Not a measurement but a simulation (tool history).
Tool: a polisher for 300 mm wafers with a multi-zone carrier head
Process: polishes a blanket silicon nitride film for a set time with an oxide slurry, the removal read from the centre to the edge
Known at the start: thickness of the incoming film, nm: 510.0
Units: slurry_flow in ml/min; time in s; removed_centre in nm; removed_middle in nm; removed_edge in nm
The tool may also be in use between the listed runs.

run	day	slurry_flow	centre_zone	middle_zone	edge_zone	slurry_solids	time	removed_centre	removed_middle	removed_edge
1	0.000	250	1.00	1.00	1.00	1.00	75	44.088	43.773	45.277
2	0.121	250	1.00	1.00	1.00	1.00	83	49.086	49.210	49.747
3	0.258	260	1.00	1.03	1.01	1.00	83	47.994	49.720	49.912
4	0.446	260	1.01	1.05	1.00	1.05	83	49.993	52.946	52.114
5	0.483	235	1.01	1.05	1.00	1.05	83	50.283	52.158	50.483
# day 0.775: slurry nozzle cleaned
6	0.775	245	1.02	1.07	1.00	1.05	83	52.207	54.361	52.079
7	0.988	245	1.02	1.07	1.00	1.05	83	52.997	54.526	52.435

Run 8 comes next. What will it give?
8	1.308	255	1.02	1.09	0.99	1.05	83	?	?	?

{"run 8": {"removed_centre": 51.799, "removed_middle": 55.104, "removed_edge": 51.701}}
